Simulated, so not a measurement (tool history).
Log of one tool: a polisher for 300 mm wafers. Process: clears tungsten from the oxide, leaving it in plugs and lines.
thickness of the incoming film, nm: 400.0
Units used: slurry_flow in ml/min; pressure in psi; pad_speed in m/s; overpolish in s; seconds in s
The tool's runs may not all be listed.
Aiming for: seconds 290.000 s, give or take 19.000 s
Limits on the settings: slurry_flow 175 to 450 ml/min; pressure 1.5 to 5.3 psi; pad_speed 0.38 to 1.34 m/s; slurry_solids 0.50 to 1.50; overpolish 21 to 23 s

run  hour  slurry_flow  pressure  pad_speed  slurry_solids  overpolish  seconds
  1   0.0          290       3.4       0.86           1.00          21   91.366
  2   4.4          230       3.4       0.86           1.00          21   92.577
  3   6.7          230       3.2       0.80           1.00          21  109.940
  4   7.6          230       3.0       0.78           1.00          21  113.750
  5  12.7          230       3.0       0.78           1.10          21  116.470
  6  20.1          230       3.0       0.58           1.10          21  157.360
  7  26.2          230       3.0       0.58           1.10          21  155.690
  8  28.8          230       2.9       0.56           1.10          21  159.210
  9  30.3          230       2.9       0.56           1.10          21  165.180
 10  30.9          230       2.8       0.54           1.10          21  170.140
 11  39.2          220       1.8       0.38           1.00          21  390.150
 12  46.8          220       1.9       0.38           1.00          21  368.270

Pick the move, out of 4, that brings all results within their allowed miss; only one does.
  A  54.4          255       1.7       0.54           0.85          23        ?
  B  54.4          285       1.6       0.48           1.10          21        ?
  C  54.4          230       1.8       0.58           1.00          21        ?
  D  54.4          200       2.3       0.48           0.90          21        ?

move  seconds
   A  290.040
   B  325.500
   C  250.860
   D  244.600
A: in spec on every target
B: better than the last run, though not everything is in spec
C: moves the result that the last run missed by most past its target, out the other side
D: moves the result that the last run missed by most past its target, out the other side
A meets every target.
